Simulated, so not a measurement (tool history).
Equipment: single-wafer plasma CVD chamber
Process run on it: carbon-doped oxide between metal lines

run,hour,heater temperature setpoint (deg C),chamber pressure (mTorr),RF power (W),deposition time (s),mean film thickness on the monitor wafer (Å)
1,0.0,345,4030,410,18.4,717.41
2,2.1,344,4110,415,18.4,729.38
3,2.8,344,4110,390,18.4,690.18
4,10.9,344,4110,425,18.4,746.31
5,11.5,344,3860,425,18.4,740.04
6,19.2,343,3920,430,18.4,746.63
7,21.9,343,4020,435,18.4,758.82

Expected results for the next run?
8,30.0,343,4020,435,18.4,?

{"run 8": {"mean film thickness on the monitor wafer (Å)": 761.01}}
